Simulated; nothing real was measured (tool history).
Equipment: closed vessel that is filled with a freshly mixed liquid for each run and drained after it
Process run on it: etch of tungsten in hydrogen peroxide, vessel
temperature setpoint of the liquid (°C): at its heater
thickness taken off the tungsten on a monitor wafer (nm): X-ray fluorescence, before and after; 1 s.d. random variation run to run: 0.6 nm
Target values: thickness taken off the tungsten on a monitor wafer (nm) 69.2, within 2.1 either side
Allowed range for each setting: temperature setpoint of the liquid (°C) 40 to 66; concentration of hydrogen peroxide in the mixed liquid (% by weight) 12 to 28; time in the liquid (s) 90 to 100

| run | hour | temperature setpoint of the liquid (°C) | concentration of hydrogen peroxide in the mixed liquid (% by weight) | time in the liquid (s) | thickness taken off the tungsten on a monitor wafer (nm) |
|---|---|---|---|---|---|
| 1 | 0 | 56 | 19 | 90 | 131.72 |
| 2 | 5.9 | 59.5 | 19 | 90 | 161.25 |
| 3 | 10.6 | 55.5 | 19 | 90 | 130.39 |
| 4 | 12 | 55.5 | 19 | 100 | 142.33 |
| 5 | 14.1 | 52.5 | 19 | 100 | 121.11 |
| 6 | 19 | 52.5 | 15.5 | 100 | 108.54 |
| 7 | 23.5 | 50.5 | 15.5 | 100 | 95.953 |
| 8 | 25.9 | 50.5 | 15.5 | 100 | 95.812 |
| 9 | 28.6 | 49 | 15.5 | 100 | 87.665 |
| 10 | 29.8 | 44.5 | 15.5 | 100 | 66.197 |

Consider the 5 candidate settings below. Which is the only one whose results all fall within their allowed miss of target?
| A | 31 | 46.5 | 14.5 | 100 | ? |
| B | 31 | 46.5 | 15.5 | 100 | ? |
| C | 31 | 48.5 | 13 | 90 | ? |
| D | 31 | 43.5 | 16 | 100 | ? |
| E | 31 | 45.5 | 15 | 90 | ? |

| move | thickness taken off the tungsten on a monitor wafer (nm) |
|---|---|
| A | 73.068 |
| B | 75.545 |
| C | 70.498 |
| D | 63.525 |
| E | 62.823 |
A: the result that was furthest off in the last run now lies on the other side of its target
B: the result that was furthest off in the last run now lies on the other side of its target
C: hits every target within its allowed miss
D: lands further from the targets than the last run did
E: lands further from the targets than the last run did
Move C is the one to make.
